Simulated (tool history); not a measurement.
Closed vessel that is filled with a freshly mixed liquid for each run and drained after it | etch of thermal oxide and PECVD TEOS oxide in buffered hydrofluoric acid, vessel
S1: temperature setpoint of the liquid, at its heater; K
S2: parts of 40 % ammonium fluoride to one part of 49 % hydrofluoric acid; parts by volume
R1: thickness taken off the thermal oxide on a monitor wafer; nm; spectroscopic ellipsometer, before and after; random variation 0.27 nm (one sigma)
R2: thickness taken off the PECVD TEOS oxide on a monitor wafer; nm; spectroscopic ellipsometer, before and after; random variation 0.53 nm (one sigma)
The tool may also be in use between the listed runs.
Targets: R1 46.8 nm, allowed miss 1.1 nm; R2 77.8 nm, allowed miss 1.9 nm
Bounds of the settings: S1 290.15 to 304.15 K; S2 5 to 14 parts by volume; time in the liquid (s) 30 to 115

Run 1, hour 0: S1 296.15 K, S2 8.5 parts by volume, time in the liquid (s) 60. Result: R1 73.223 nm, R2 121.54 nm.
Run 2, hour 2.7: S1 299.15 K, S2 8.5 parts by volume, time in the liquid (s) 60. Result: R1 86.106 nm, R2 143.79 nm.
Run 3, hour 9.3: S1 302.15 K, S2 8.5 parts by volume, time in the liquid (s) 60. Result: R1 102.27 nm, R2 167.68 nm.
Run 4, hour 16: S1 300.65 K, S2 8.5 parts by volume, time in the liquid (s) 60. Result: R1 94.443 nm, R2 157.79 nm.
Run 5, hour 17.7: S1 303.65 K, S2 8.5 parts by volume, time in the liquid (s) 60. Result: R1 109.99 nm, R2 184.43 nm.
Run 6, hour 18.8: S1 301.65 K, S2 8.5 parts by volume, time in the liquid (s) 60. Result: R1 98.434 nm, R2 165.52 nm.
Run 7, hour 25.9: S1 300.15 K, S2 8.5 parts by volume, time in the liquid (s) 60. Result: R1 92.845 nm, R2 151.6 nm.
Run 8, hour 27.1: S1 296.15 K, S2 11.5 parts by volume, time in the liquid (s) 60. Result: R1 56.416 nm, R2 95.262 nm.
Run 9, hour 34.7: S1 295.65 K, S2 11.5 parts by volume, time in the liquid (s) 60. Result: R1 55.063 nm, R2 92.363 nm.
Run 10, hour 37.3: S1 295.15 K, S2 11.5 parts by volume, time in the liquid (s) 60. Result: R1 53.514 nm, R2 89.76 nm.
Run 11, hour 45.1: S1 294.65 K, S2 11.5 parts by volume, time in the liquid (s) 60. Result: R1 52.235 nm, R2 86.534 nm.

5 next moves are on the table. One of them brings every result within its allowed miss. Which?
Run A, hour 52.9: S1 299.15 K, S2 12.5 parts by volume, time in the liquid (s) 60. Result: R1 ?, R2 ?.
Run B, hour 52.9: S1 293.65 K, S2 11 parts by volume, time in the liquid (s) 55. Result: R1 ?, R2 ?.
Run C, hour 52.9: S1 297.15 K, S2 13 parts by volume, time in the liquid (s) 50. Result: R1 ?, R2 ?.
Run D, hour 52.9: S1 293.65 K, S2 11.5 parts by volume, time in the liquid (s) 70. Result: R1 ?, R2 ?.
Run E, hour 52.9: S1 290.65 K, S2 9.5 parts by volume, time in the liquid (s) 60. Result: R1 ?, R2 ?.

move      R1      R2
   A  62.043  102.54
   B  47.662  78.772
   C  44.642  73.781
   D  58.084  95.998
   E  49.763  82.246
A: further off than the last run
B: meets every target
C: takes the result that was furthest off past its target
D: further off than the last run
E: nearer than the last run, and not there yet
Move B is the one to make.
